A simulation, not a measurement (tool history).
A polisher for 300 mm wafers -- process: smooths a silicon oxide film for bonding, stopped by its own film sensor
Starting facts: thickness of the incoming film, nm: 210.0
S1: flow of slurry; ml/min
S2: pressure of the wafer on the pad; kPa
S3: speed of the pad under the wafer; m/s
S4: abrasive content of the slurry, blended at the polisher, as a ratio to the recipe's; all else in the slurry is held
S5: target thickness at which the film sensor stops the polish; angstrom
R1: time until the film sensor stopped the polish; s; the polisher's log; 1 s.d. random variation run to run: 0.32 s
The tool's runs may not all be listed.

{"run": 1, "hour": 0.0, "S1": 305, "S2": 14.5, "S3": 0.9, "S4": 1.0, "S5": 1880, "R1": 31.312}
{"run": 2, "hour": 2.7, "S1": 305, "S2": 16.5, "S3": 0.92, "S4": 1.0, "S5": 1880, "R1": 27.282}
{"run": 3, "hour": 6.7, "S1": 305, "S2": 16.5, "S3": 0.92, "S4": 1.1, "S5": 1880, "R1": 26.224}
{"run": 4, "hour": 14.4, "S1": 305, "S2": 16.5, "S3": 1.02, "S4": 1.1, "S5": 1880, "R1": 24.266}
{"run": 5, "hour": 19.0, "S1": 305, "S2": 17.2, "S3": 1.04, "S4": 1.1, "S5": 1880, "R1": 22.256}
{"run": 6, "hour": 23.8, "S1": 305, "S2": 17.2, "S3": 1.04, "S4": 1.2, "S5": 1880, "R1": 21.951}
{"run": 7, "hour": 28.1, "S1": 305, "S2": 17.9, "S3": 1.04, "S4": 1.2, "S5": 1880, "R1": 21.071}
{"run": 8, "hour": 33.6, "S1": 305, "S2": 18.6, "S3": 1.04, "S4": 1.2, "S5": 1880, "R1": 20.694}
{"run": 9, "hour": 38.1, "S1": 305, "S2": 19.3, "S3": 1.04, "S4": 1.2, "S5": 1880, "R1": 20.009}

What will run 10 give?
{"run": 10, "hour": 41.9, "S1": 305, "S2": 20.0, "S3": 1.04, "S4": 1.2, "S5": 1880, "R1": "?"}

For run 10 the tool returned R1 19.305 s.
